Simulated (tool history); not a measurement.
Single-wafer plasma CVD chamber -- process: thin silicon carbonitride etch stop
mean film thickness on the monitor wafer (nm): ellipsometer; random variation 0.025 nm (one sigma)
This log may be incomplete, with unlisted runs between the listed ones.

run,day,RF power (kW),deposition time (s),mean film thickness on the monitor wafer (nm)
1,0.000,0.220,7.88,4.7685
2,0.250,0.200,7.88,4.6445
3,0.612,0.230,7.88,4.8750
4,0.817,0.230,8.49,5.2201
5,1.121,0.230,9.22,5.6980
6,1.233,0.225,9.21,5.6083
7,1.492,0.225,9.20,5.5960
8,1.829,0.225,9.19,5.6430
9,2.038,0.225,9.19,5.6087
10,2.288,0.225,9.18,5.6151

Run 11 is up next; what results do you expect?
11,2.625,0.225,9.17,?

Run 11 produced mean film thickness on the monitor wafer (nm) 5.6004.
